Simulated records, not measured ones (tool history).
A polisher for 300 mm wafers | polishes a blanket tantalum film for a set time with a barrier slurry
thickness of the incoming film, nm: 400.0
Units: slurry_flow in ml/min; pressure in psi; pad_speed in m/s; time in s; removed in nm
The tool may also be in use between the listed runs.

run,day,slurry_flow,pressure,pad_speed,slurry_solids,time,removed
1,0,210,2.4,1.16,1,85,213.88
2,0.279,210,2.4,1.16,0.85,85,210.47
3,0.562,210,2.1,1.16,0.85,85,184.7
4,0.838,210,2.1,0.94,0.85,85,150.45
5,1.092,245,2.1,0.94,0.85,85,154.04
6,1.233,280,2.1,0.94,0.85,85,154.46

Run 7 comes next. What will it give?
7,1.308,280,2.5,0.94,0.85,85,?

Run 7 gave removed 183.53 nm.

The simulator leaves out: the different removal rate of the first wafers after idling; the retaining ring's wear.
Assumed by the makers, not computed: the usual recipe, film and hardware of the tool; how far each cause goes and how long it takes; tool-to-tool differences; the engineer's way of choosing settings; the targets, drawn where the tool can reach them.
